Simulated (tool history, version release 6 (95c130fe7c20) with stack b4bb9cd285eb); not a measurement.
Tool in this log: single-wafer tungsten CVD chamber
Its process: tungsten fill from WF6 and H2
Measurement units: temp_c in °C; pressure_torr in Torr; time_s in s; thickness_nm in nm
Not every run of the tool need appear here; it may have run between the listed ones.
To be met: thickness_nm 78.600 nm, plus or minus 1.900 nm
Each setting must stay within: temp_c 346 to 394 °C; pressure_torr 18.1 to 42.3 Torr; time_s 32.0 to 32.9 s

run	hour	temp_c	pressure_torr	time_s	thickness_nm
1	0.0	370	30.2	32.0	52.651
2	8.3	376	30.4	32.0	59.787
3	12.4	376	34.7	32.0	63.388
4	13.3	376	34.7	32.0	63.130
5	21.7	379	34.8	32.0	67.546
6	23.9	379	34.8	32.0	67.102
7	26.4	381	34.9	32.0	70.435
8	28.7	383	35.0	32.0	73.428
9	31.5	384	35.0	32.0	75.051

Exercise: of the 4 proposed moves below, exactly one satisfies all targets within the stated allowed misses. Which move is it?
A	34.3	385	30.2	32.9	?
B	34.3	386	34.2	32.1	?
C	34.3	383	30.8	32.7	?
D	34.3	381	35.7	32.0	?

move	thickness_nm
A	73.472
B	76.996
C	70.635
D	70.459
A: its largest miss is bigger than the last run's
B: in spec on every target
C: its largest miss is bigger than the last run's
D: its largest miss is bigger than the last run's
Move B is the one to make.

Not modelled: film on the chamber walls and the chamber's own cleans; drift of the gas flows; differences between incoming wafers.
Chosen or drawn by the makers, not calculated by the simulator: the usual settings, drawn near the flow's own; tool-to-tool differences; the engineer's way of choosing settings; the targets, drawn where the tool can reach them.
